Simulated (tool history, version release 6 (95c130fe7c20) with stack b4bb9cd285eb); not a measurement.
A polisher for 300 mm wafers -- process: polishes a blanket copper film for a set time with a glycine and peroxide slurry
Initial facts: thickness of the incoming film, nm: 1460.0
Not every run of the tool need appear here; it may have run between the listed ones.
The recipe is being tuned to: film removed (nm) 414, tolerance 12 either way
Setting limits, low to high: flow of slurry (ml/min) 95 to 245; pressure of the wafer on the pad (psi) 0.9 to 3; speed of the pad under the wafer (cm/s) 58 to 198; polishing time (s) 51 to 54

run    day  flow of slurry (ml/min)  pressure of the wafer on the pad (psi)  speed of the pad under the wafer (cm/s)  polishing time (s)  film removed (nm)
  1      0                      155                                     1.9                                      128                  51             269.82
  2  0.204                      130                                     1.9                                      128                  51              261.2
  3  0.412                      135                                       2                                      128                  51              268.2
  4  0.704                      135                                       2                                      128                  51             271.42
  5  0.912                      140                                     2.1                                      128                  51             277.53
  6  1.183                      140                                     2.6                                      128                  51             307.33
  7  1.412                      145                                     2.6                                      130                  51             318.47
  8  1.779                      150                                     2.6                                      132                  51             320.63
  9  1.842                      155                                     2.6                                      134                  51             333.11
 10   1.95                      160                                     2.6                                      134                  51             329.34
 11  2.183                      160                                     2.6                                      136                  51              336.7
 12  2.338                      165                                     2.6                                      136                  51             333.17
 13  2.683                      165                                     2.6                                      138                  51             346.01
 14   2.85                      170                                     2.6                                      138                  51              342.8
 15  3.096                      170                                     2.6                                      140                  51             343.51
 16  3.183                      170                                     2.6                                      142                  51              352.6
 17  3.404                      185                                     2.8                                      146                  51             376.84
 18  3.733                      185                                     2.9                                      150                  51             392.37

Of the 5 settings listed for the next run, only one would bring every result within its allowed miss of target. Which one?
  A  4.062                      190                                     2.8                                      168                  53                  ?
  B  4.062                      190                                     2.8                                      160                  54                  ?
  C  4.062                      195                                     2.8                                      160                  54                  ?
  D  4.062                      185                                     2.9                                      146                  54                  ?
  E  4.062                      230                                       3                                      138                  51                  ?

move  film removed (nm)
   A             446.79
   B             436.27
   C             437.82
   D             410.19
   E             387.47
A: the result that was furthest off in the last run now lies on the other side of its target
B: the result that was furthest off in the last run now lies on the other side of its target
C: the result that was furthest off in the last run now lies on the other side of its target
D: all results in spec
E: misses by more than the last run did
Move D is the one to make.

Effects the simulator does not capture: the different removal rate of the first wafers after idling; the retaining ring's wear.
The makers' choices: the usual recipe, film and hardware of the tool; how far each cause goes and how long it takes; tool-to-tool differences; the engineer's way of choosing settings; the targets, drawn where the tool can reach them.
